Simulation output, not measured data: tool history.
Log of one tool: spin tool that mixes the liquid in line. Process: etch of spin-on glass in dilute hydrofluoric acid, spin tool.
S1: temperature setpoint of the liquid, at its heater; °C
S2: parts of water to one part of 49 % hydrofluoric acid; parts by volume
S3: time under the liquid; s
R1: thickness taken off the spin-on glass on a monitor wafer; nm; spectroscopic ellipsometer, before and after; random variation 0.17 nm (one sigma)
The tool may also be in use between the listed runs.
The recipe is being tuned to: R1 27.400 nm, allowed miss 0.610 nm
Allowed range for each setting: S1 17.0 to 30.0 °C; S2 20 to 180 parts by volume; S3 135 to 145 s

run 1 day=0.000 | S1=22.0 S2=100 S3=135 | R1=53.512
run 2 day=0.175 | S1=22.0 S2=80 S3=135 | R1=69.261
run 3 day=0.254 | S1=22.0 S2=80 S3=135 | R1=68.945
run 4 day=0.279 | S1=20.5 S2=100 S3=135 | R1=50.077
run 5 day=0.533 | S1=19.5 S2=110 S3=135 | R1=43.710
run 6 day=0.762 | S1=18.5 S2=120 S3=135 | R1=38.421
run 7 day=0.829 | S1=18.0 S2=130 S3=135 | R1=33.809
run 8 day=1.183 | S1=17.5 S2=135 S3=135 | R1=32.097
run 9 day=1.288 | S1=17.5 S2=140 S3=135 | R1=30.561
run 10 day=1.383 | S1=17.5 S2=145 S3=135 | R1=29.162

Exactly one of the 4 candidate moves below puts every result within its allowed miss. Which one?
run A day=1.479 | S1=17.0 S2=150 S3=140 | R1=?
run B day=1.479 | S1=17.0 S2=160 S3=145 | R1=?
run C day=1.479 | S1=20.0 S2=160 S3=145 | R1=?
run D day=1.479 | S1=17.0 S2=150 S3=145 | R1=?

move=A R1=28.417
move=B R1=27.328
move=C R1=30.827
move=D R1=29.432
A: closer than the last run, but not yet in spec
B: all results land within tolerance of their targets
C: further off than the last run
D: further off than the last run
Correct choice: B, which meets every target
